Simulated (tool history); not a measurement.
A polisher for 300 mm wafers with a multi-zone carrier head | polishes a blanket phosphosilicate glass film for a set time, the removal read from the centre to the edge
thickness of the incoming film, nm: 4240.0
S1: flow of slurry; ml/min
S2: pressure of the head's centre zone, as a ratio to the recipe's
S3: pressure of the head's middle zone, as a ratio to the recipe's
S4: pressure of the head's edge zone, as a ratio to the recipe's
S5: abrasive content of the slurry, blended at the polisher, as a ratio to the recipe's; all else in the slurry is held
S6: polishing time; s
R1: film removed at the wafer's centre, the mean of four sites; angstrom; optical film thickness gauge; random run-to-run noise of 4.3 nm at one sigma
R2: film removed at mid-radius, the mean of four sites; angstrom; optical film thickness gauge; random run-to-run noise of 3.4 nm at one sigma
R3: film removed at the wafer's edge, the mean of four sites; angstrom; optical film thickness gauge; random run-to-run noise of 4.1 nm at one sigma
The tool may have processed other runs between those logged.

run	day	S1	S2	S3	S4	S5	S6	R1	R2	R3
1	0.000	230	1.00	1.00	1.00	1.00	65	4615.1	4249.1	4392.8
2	0.088	230	1.00	0.94	1.00	1.00	65	4606.4	4024.2	4448.7
3	0.329	230	1.00	0.94	1.00	0.85	65	4311.3	3705.6	4125.2
4	0.458	225	0.99	0.95	0.98	0.85	65	4234.8	3849.8	4026.1
5	0.792	225	0.99	0.95	0.98	0.85	55	3619.0	3164.9	3491.9
6	1.029	250	0.99	0.95	0.98	0.85	55	3552.9	3314.6	3484.4
7	1.058	255	1.00	0.96	0.98	0.85	55	3725.7	3276.6	3502.3

Estimate the outcome of run 8 from the log above:
8	1.246	260	1.00	0.97	0.98	0.85	55	?	?	?

Run 8 gave R1 3706.3 angstrom, R2 3307.9 angstrom, R3 3581.1 angstrom.
